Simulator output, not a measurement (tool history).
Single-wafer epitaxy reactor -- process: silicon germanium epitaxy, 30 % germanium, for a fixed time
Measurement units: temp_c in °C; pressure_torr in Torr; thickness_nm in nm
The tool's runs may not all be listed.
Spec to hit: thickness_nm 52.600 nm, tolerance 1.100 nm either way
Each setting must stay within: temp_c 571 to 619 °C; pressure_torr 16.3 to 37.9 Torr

run,day,temp_c,pressure_torr,thickness_nm
1,0.000,595,27.1,57.841
2,0.262,599,27.1,62.273
3,0.471,599,22.4,58.627
4,0.808,599,25.6,60.963
5,1.167,608,25.6,74.479
6,1.438,604,25.5,67.683
7,1.754,601,25.4,63.445
8,2.067,599,25.3,60.922
9,2.267,597,25.3,58.056
10,2.442,596,25.3,57.043
11,2.808,595,25.3,55.717
12,2.979,591,25.2,50.967

Exercise: of the 4 proposed moves below, exactly one satisfies all targets within the stated allowed misses. Which move is it?
A,3.150,591,22.4,?
B,3.150,589,26.9,?
C,3.150,592,25.5,?
D,3.150,596,22.3,?

move,thickness_nm
A,49.776
B,50.371
C,52.835
D,55.256
A: lands further from the targets than the last run did
B: lands further from the targets than the last run did
C: all results land within tolerance of their targets
D: moves the result that the last run missed by most past its target, out the other side
C is the move that brings every result within its allowed miss.

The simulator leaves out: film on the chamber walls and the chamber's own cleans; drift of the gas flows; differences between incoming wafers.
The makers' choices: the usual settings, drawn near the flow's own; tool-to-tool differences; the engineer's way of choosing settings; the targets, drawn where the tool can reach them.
